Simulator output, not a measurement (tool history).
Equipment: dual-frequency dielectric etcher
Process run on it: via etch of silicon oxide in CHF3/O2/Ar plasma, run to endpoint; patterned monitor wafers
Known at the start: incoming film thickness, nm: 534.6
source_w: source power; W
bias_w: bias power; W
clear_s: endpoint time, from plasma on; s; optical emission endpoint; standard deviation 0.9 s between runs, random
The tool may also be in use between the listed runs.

run	hour	source_w	bias_w	clear_s
1	0	880	125	249.02
2	8.3	880	112	259.8
3	10.6	880	133	241.98
4	18.6	920	134	236.4
5	20.1	950	135	230.11
6	21.3	970	135	228.65
# hour 28.2: wet clean of the chamber
7	28.2	1130	141	202.94

Expected results for the next run?
8	33.8	1120	141	?

clear_s: 203.66 s

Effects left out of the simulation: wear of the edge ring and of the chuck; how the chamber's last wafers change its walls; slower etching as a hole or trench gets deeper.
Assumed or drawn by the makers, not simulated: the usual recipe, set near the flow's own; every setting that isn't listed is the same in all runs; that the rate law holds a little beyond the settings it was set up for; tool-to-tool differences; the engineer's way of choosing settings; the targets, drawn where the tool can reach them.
